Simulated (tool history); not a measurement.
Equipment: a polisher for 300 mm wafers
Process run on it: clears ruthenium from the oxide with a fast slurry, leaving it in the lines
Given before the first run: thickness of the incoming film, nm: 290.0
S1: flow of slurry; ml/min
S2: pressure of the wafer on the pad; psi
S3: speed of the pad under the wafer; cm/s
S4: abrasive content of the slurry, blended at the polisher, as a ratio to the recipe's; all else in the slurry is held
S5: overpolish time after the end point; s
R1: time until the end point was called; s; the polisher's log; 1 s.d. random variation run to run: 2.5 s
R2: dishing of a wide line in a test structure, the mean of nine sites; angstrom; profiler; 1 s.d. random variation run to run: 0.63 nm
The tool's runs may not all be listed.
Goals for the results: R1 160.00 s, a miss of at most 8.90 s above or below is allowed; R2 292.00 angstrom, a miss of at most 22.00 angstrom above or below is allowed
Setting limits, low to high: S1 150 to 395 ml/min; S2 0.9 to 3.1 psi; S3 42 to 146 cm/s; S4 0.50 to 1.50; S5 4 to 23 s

run,hour,S1,S2,S3,S4,S5,R1,R2
1,0.0,250,2.0,94,1.00,12,120.00,254.77
2,8.4,200,2.0,94,1.00,12,130.23,232.15
3,10.2,200,2.0,94,0.90,12,134.88,224.69
4,15.9,195,1.9,94,0.90,13,139.27,227.95
5,18.0,190,1.8,92,0.90,14,149.13,230.77
6,26.5,190,1.8,92,0.90,16,150.12,269.04
7,34.0,185,1.8,92,0.90,16,146.80,270.18
8,41.2,180,1.8,92,0.90,17,149.24,278.73

Pick the move, out of 4, that brings all results within their allowed miss; only one does.
A,48.4,155,1.9,98,0.90,14,?,?
B,48.4,150,1.7,82,1.05,19,?,?
C,48.4,230,2.0,112,0.75,15,?,?
D,48.4,185,1.8,110,0.80,16,?,?

move,R1,R2
A,142.34,253.40
B,168.37,287.58
C,134.62,284.27
D,143.79,283.91
A: misses by more than the last run did
B: meets every target
C: misses by more than the last run did
D: misses by more than the last run did
The right move is B.
